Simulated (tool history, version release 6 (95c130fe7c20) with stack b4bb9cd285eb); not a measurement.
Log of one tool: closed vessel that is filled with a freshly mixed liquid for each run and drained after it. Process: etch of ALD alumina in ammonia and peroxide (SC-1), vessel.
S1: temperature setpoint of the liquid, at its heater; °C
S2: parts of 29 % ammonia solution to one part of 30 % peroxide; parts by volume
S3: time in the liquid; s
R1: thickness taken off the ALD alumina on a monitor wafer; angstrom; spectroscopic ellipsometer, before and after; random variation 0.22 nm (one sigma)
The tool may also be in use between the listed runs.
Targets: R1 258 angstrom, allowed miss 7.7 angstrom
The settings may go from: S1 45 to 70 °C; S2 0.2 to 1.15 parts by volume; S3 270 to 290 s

Run 1, hour 0: S1 61 °C, S2 0.65 parts by volume, S3 270 s. Result: R1 205.13 angstrom.
Run 2, hour 2.6: S1 61 °C, S2 0.75 parts by volume, S3 270 s. Result: R1 209.14 angstrom.
Run 3, hour 5: S1 62 °C, S2 0.75 parts by volume, S3 270 s. Result: R1 219.57 angstrom.
Run 4, hour 10.4: S1 58.5 °C, S2 0.75 parts by volume, S3 270 s. Result: R1 183.75 angstrom.
Run 5, hour 15.4: S1 60 °C, S2 0.75 parts by volume, S3 270 s. Result: R1 198.25 angstrom.
Run 6, hour 18.5: S1 56.5 °C, S2 0.75 parts by volume, S3 270 s. Result: R1 168.77 angstrom.
Run 7, hour 21.4: S1 56.5 °C, S2 0.75 parts by volume, S3 270 s. Result: R1 165.78 angstrom.
Run 8, hour 29.9: S1 64.5 °C, S2 0.75 parts by volume, S3 270 s. Result: R1 247.53 angstrom.

Which of these 4 next moves meets every target?
Run A, hour 38.4: S1 63 °C, S2 1 parts by volume, S3 270 s. Result: R1 ?.
Run B, hour 38.4: S1 63.5 °C, S2 0.8 parts by volume, S3 290 s. Result: R1 ?.
Run C, hour 38.4: S1 63.5 °C, S2 0.8 parts by volume, S3 270 s. Result: R1 ?.
Run D, hour 38.4: S1 63 °C, S2 0.8 parts by volume, S3 275 s. Result: R1 ?.

move      R1
   A  236.59
   B  255.14
   C  237.54
   D  235.94
A: further off than the last run
B: meets every target
C: further off than the last run
D: further off than the last run
The right move is B.
